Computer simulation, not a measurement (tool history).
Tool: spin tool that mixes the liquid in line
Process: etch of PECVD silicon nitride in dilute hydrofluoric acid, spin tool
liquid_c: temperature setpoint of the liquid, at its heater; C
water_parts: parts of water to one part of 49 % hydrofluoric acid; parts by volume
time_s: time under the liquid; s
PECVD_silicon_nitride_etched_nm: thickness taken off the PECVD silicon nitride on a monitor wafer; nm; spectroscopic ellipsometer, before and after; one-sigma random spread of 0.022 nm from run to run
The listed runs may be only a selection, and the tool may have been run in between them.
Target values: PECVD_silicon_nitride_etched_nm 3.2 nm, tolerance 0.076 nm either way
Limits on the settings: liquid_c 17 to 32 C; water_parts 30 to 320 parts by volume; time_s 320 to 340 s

| run | day | liquid_c | water_parts | time_s | PECVD_silicon_nitride_etched_nm |
|---|---|---|---|---|---|
| 1 | 0 | 24 | 175 | 320 | 5.8391 |
| 2 | 0.229 | 23 | 180 | 320 | 5.3037 |
| 3 | 0.562 | 21 | 180 | 320 | 4.6298 |
| 4 | 0.746 | 20.5 | 180 | 320 | 4.5619 |
| 5 | 0.788 | 20.5 | 180 | 320 | 4.5211 |
| 6 | 0.812 | 20 | 185 | 320 | 4.2246 |
| 7 | 0.846 | 19.5 | 185 | 320 | 4.1062 |
| 8 | 0.983 | 19 | 185 | 320 | 3.9447 |
| 9 | 1.083 | 19 | 185 | 320 | 4.0054 |
| 10 | 1.312 | 18.5 | 185 | 320 | 3.8463 |
| 11 | 1.4 | 17.5 | 195 | 320 | 3.4121 |

5 candidate next runs follow, results not yet known. Just one meets every target within its allowed miss. Identify it.
| A | 1.488 | 17 | 210 | 330 | ? |
| B | 1.488 | 17 | 195 | 330 | ? |
| C | 1.488 | 17 | 195 | 325 | ? |
| D | 1.488 | 17 | 205 | 340 | ? |
| E | 1.488 | 18 | 210 | 325 | ? |

| move | PECVD_silicon_nitride_etched_nm |
|---|---|
| A | 3.1826 |
| B | 3.4167 |
| C | 3.3649 |
| D | 3.3555 |
| E | 3.3513 |
A: all results in spec
B: about the same distance from the targets as the last run
C: better than the last run, though not everything is in spec
D: better than the last run, though not everything is in spec
E: better than the last run, though not everything is in spec
A is the move that brings every result within its allowed miss.
